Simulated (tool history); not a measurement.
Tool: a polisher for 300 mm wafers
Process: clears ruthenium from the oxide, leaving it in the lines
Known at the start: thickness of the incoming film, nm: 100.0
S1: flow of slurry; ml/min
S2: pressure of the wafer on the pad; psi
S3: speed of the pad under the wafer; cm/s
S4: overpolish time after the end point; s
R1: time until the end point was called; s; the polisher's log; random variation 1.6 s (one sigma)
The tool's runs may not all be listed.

run	day	S1	S2	S3	S4	R1
1	0	130	2.2	110	5	90.698
2	0.183	130	2.2	126	5	79.067
3	0.221	130	2.2	126	5	79.024
4	0.433	130	2.2	138	5	72.344
5	0.571	130	2.1	136	5	77.733
6	0.733	155	2.1	136	5	73.89
7	1	155	2	136	5	77.532

Forecast run 8:
8	1.275	155	1.9	136	5	?

{"run 8": {"R1": 83.16}}
